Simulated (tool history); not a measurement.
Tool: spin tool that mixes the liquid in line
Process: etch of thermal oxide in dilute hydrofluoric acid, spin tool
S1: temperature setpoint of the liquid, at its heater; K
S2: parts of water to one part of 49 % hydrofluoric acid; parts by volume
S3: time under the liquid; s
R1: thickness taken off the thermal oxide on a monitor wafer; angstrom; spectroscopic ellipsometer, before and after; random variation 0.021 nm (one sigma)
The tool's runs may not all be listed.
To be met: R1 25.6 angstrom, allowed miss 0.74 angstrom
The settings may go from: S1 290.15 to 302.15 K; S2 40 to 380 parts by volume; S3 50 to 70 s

run	day	S1	S2	S3	R1
1	0	294.15	210	70	13.41
2	0.167	295.65	200	70	14.897
3	0.317	293.65	200	70	14.2
4	0.546	293.65	200	50	9.9684
5	0.829	295.15	190	50	11.297
6	0.938	295.15	140	50	16.056
7	1.262	296.15	135	50	17.526
8	1.346	297.15	130	50	19.355
9	1.596	297.15	130	50	18.917
10	1.692	298.15	130	50	19.741
11	1.833	298.65	125	50	20.913
12	2.054	299.15	125	50	21.642
13	2.183	299.65	125	50	21.945
14	2.467	302.15	110	50	27.837
15	2.571	301.65	110	50	27.535
16	2.871	301.15	110	50	26.712
# day 3.096: thermometer replaced
17	3.096	301.15	110	50	28.234
18	3.196	300.15	110	50	27.006
19	3.417	299.65	110	50	26.807

5 next moves are on the table. One of them brings every result within its allowed miss. Which?
A	3.638	302.15	165	70	?
B	3.638	296.65	95	50	?
C	3.638	300.15	110	50	?
D	3.638	294.65	90	50	?
E	3.638	299.65	105	50	?

move	R1
A	25.508
B	28.013
C	27.221
D	27.44
E	28.157
A: meets every target
B: further off than the last run
C: further off than the last run
D: further off than the last run
E: further off than the last run
Move A is the one to make.
